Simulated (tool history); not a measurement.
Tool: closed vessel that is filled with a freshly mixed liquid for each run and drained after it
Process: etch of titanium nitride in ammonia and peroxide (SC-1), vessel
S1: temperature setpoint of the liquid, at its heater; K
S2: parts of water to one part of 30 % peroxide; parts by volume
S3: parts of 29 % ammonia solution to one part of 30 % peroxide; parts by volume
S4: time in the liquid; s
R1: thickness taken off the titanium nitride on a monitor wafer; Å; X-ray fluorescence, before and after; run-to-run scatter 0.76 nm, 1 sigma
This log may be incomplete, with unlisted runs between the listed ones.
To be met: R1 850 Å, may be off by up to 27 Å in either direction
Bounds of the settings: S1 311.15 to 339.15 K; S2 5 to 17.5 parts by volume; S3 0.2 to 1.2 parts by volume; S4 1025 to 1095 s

run	hour	S1	S2	S3	S4	R1
1	0	323.15	9.5	1	1025	599.81
2	1.3	323.15	9.5	1.2	1025	614.08
3	8.4	324.15	9.5	1.2	1025	663.69
4	12.1	321.65	9.5	1.2	1025	551.66
5	17.6	321.65	6	1.2	1025	680.72
6	19.3	321.65	6	1.2	1025	689.95
7	28.5	322.15	6	1.2	1025	716.21
8	36.7	322.65	6	1.2	1025	742.17
# hour 43.5: ammonia flow meter replaced
9	43.5	323.15	6	1.2	1025	776.55
10	45.3	323.65	6	1.2	1025	790.06

Of the 4 settings listed for the next run, only one would bring every result within its allowed miss of target. Which one?
A	47.1	321.65	5.5	1.2	1095	?
B	47.1	328.15	9	0.85	1025	?
C	47.1	325.65	6	1.2	1025	?
D	47.1	324.65	8	1.05	1090	?

move	R1
A	767.67
B	854.61
C	913.61
D	781.57
A: the biggest miss grows against the last run
B: all results in spec
C: pushes the last run's worst result past its target
D: the biggest miss grows against the last run
The right move is B.
